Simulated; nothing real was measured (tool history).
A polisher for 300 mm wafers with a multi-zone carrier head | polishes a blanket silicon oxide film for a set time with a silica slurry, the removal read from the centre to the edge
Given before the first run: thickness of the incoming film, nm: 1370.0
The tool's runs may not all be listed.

run	hour	flow of slurry (ml/min)	pressure of the head's centre zone	pressure of the head's middle zone	pressure of the head's edge zone	abrasive content of the slurry	polishing time (s)	film removed at the wafer's centre (angstrom)	film removed at mid-radius (angstrom)	film removed at the wafer's edge (angstrom)
1	0	290	1	1	1	1	85	2235.2	2186.4	2255
2	6.8	285	0.99	0.97	0.98	1	85	2199.3	2113.8	2205.6
3	10.5	285	0.94	0.97	0.98	1	85	2122	2143.4	2243.8
4	17	275	0.95	0.94	0.96	1	85	2126.2	2051.6	2172.8
5	21.7	275	0.95	0.94	0.96	0.9	85	2017.7	1932.1	2051.8
6	28.5	275	0.95	0.98	0.96	0.9	85	1979.5	2029.7	2103.9

Run 7, settings as shown, results not yet in. Your forecast:
7	37	275	0.95	0.98	0.96	0.9	85	?	?	?

Run 7 yielded film removed at the wafer's centre (angstrom) 1971.7, film removed at mid-radius (angstrom) 1973.3, film removed at the wafer's edge (angstrom) 2072.
